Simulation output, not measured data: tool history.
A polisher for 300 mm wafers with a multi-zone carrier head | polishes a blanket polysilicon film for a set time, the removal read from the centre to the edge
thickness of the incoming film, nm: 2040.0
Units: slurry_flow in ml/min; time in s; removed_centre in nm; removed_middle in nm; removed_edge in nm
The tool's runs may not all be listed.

run  hour  slurry_flow  centre_zone  middle_zone  edge_zone  time  removed_centre  removed_middle  removed_edge
  1   0.0          130         1.00         1.00       1.00    33          251.10          247.66        250.74
  2   2.7          130         1.00         1.00       1.00    40          306.12          300.61        302.13
  3   4.5          130         1.00         0.97       1.00    40          307.78          294.10        301.39
  4   7.0          135         1.02         0.99       1.01    40          315.88          306.13        307.11
  5  12.4          140         1.04         0.99       1.01    40          324.64          302.11        306.93
  6  13.2          145         1.06         1.01       1.02    40          331.32          313.11        314.64

The next listed run, before its measurement:
  7  18.9          150         1.08         1.02       1.01    40               ?               ?             ?

removed_centre: 341.04 nm
removed_middle: 317.43 nm
removed_edge: 312.39 nm
